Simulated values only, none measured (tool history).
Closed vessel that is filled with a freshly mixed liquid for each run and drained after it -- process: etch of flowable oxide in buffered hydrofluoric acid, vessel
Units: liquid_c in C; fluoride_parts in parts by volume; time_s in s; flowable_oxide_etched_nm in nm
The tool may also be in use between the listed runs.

run  hour  liquid_c  fluoride_parts  time_s  flowable_oxide_etched_nm
  1   0.0      20.0             8.5      30                    81.727
  2   1.3      20.0            10.0      30                    70.058
  3   5.7      19.5            10.5      30                    65.638
  4  12.2      19.5            10.5      30                    65.510
  5  17.8      19.5            10.5      30                    65.792
  6  24.3      19.0            11.0      30                    61.550
  7  33.1      18.5            11.5      30                    57.302

The next listed run, before its measurement:
  8  41.4      18.0            12.0      30                         ?

{"run 8": {"flowable_oxide_etched_nm": 53.545}}
